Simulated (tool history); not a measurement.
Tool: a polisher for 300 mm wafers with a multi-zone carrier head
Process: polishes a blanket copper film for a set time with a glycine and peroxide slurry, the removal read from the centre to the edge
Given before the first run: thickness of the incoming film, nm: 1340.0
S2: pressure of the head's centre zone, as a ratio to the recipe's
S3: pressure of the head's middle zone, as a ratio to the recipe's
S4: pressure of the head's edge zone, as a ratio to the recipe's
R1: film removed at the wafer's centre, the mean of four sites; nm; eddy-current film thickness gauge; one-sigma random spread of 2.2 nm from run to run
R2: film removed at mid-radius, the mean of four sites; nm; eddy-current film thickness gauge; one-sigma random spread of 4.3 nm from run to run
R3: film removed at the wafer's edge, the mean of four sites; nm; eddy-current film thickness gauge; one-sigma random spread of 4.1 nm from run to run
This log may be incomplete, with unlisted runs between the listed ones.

Run 1, hour 0: flow of slurry (ml/min) 270, S2 1, S3 1, S4 1, polishing time (s) 56. Result: R1 247.63 nm, R2 250.96 nm, R3 240.6 nm.
Run 2, hour 4.2: flow of slurry (ml/min) 295, S2 1, S3 1, S4 1, polishing time (s) 56. Result: R1 253.45 nm, R2 248.48 nm, R3 238.21 nm.
Run 3, hour 8: flow of slurry (ml/min) 275, S2 1, S3 1.02, S4 1.03, polishing time (s) 58. Result: R1 257.52 nm, R2 259.72 nm, R3 258.45 nm.
Run 4, hour 8.8: flow of slurry (ml/min) 280, S2 1, S3 1.06, S4 1.03, polishing time (s) 59. Result: R1 264.08 nm, R2 270.01 nm, R3 256.67 nm.
Run 5, hour 14.8: flow of slurry (ml/min) 270, S2 0.99, S3 1.08, S4 1.04, polishing time (s) 61. Result: R1 269.56 nm, R2 279.8 nm, R3 258.08 nm.
Run 6, hour 17: flow of slurry (ml/min) 265, S2 0.98, S3 1.09, S4 1.06, polishing time (s) 63. Result: R1 272.3 nm, R2 297.38 nm, R3 281.35 nm.

Predict the results of run 7:
Run 7, hour 24.5: flow of slurry (ml/min) 270, S2 0.98, S3 1.1, S4 1.07, polishing time (s) 63. Result: R1 ?, R2 ?, R3 ?.

{"run 7": {"R1": 272.78, "R2": 297.03, "R3": 274.73}}
